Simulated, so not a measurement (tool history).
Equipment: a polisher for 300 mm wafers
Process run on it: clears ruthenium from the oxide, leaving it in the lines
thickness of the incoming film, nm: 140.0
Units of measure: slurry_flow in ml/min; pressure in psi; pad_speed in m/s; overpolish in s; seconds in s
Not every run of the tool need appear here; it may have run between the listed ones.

| run | hour | slurry_flow | pressure | pad_speed | overpolish | seconds |
|---|---|---|---|---|---|---|
| 1 | 0.0 | 160 | 2.0 | 1.00 | 4 | 170.65 |
| 2 | 4.5 | 160 | 2.0 | 1.00 | 4 | 172.92 |
| 3 | 8.3 | 160 | 2.2 | 1.00 | 4 | 156.31 |
| 4 | 11.0 | 160 | 2.2 | 1.08 | 4 | 145.78 |
|  | 18.1 | slurry nozzle cleaned |
| 5 | 18.1 | 160 | 2.3 | 1.08 | 4 | 134.65 |
| 6 | 26.8 | 160 | 2.3 | 1.08 | 4 | 134.08 |

What will run 7 give?
| 7 | 28.1 | 160 | 2.4 | 1.08 | 4 | ? |

{"run 7": {"seconds": 129.13}}

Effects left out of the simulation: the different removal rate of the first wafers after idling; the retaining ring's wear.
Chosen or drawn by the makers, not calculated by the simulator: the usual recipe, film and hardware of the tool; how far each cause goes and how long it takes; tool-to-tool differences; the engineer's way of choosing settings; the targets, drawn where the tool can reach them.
